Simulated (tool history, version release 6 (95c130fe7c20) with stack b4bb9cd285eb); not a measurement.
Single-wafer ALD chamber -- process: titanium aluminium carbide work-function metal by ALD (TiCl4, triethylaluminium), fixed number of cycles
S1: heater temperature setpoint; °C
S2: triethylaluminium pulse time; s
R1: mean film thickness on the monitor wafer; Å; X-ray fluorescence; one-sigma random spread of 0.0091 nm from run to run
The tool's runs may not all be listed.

Run 1, hour 0.0: S1 320 °C, S2 10.16 s. Result: R1 25.947 Å.
Run 2, hour 4.2: S1 314 °C, S2 10.16 s. Result: R1 25.321 Å.
Run 3, hour 12.3: S1 307 °C, S2 10.16 s. Result: R1 24.766 Å.
Run 4, hour 13.4: S1 304 °C, S2 8.37 s. Result: R1 23.803 Å.
Run 5, hour 22.2: S1 304 °C, S2 6.95 s. Result: R1 22.219 Å.
Run 6, hour 23.1: S1 304 °C, S2 4.64 s. Result: R1 17.248 Å.
Run 7, hour 28.0: S1 303 °C, S2 4.98 s. Result: R1 18.406 Å.
Run 8, hour 33.5: S1 303 °C, S2 5.16 s. Result: R1 18.815 Å.
Run 9, hour 36.1: S1 302 °C, S2 5.25 s. Result: R1 18.867 Å.

What does the tool deliver on the next run?
Run 10, hour 42.5: S1 302 °C, S2 5.25 s. Result: R1 ?.

{"run 10": {"R1": 18.778}}
